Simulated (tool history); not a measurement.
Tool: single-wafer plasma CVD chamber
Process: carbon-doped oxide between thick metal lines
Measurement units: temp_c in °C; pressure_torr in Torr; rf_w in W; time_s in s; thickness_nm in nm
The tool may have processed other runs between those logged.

| run | hour | temp_c | pressure_torr | rf_w | time_s | thickness_nm |
|---|---|---|---|---|---|---|
| 1 | 0 | 335 | 4.83 | 610 | 173 | 1075.1 |
| 2 | 2.5 | 340 | 4.83 | 610 | 173 | 1054.5 |
| 3 | 10.5 | 342 | 4.78 | 610 | 173 | 1049 |
| 4 | 12.4 | 342 | 4.78 | 610 | 173 | 1051.9 |
| 5 | 13.2 | 343 | 4.69 | 610 | 173 | 1046.6 |
| 6 | 19.1 | 344 | 4.61 | 610 | 173 | 1040.9 |
| 7 | 27.2 | 345 | 4.54 | 610 | 173 | 1033 |
| 8 | 33.4 | 346 | 4.48 | 610 | 173 | 1028.2 |

What does the tool deliver on the next run?
| 9 | 35.1 | 347 | 4.43 | 610 | 173 | ? |

thickness_nm: 1022.7 nm
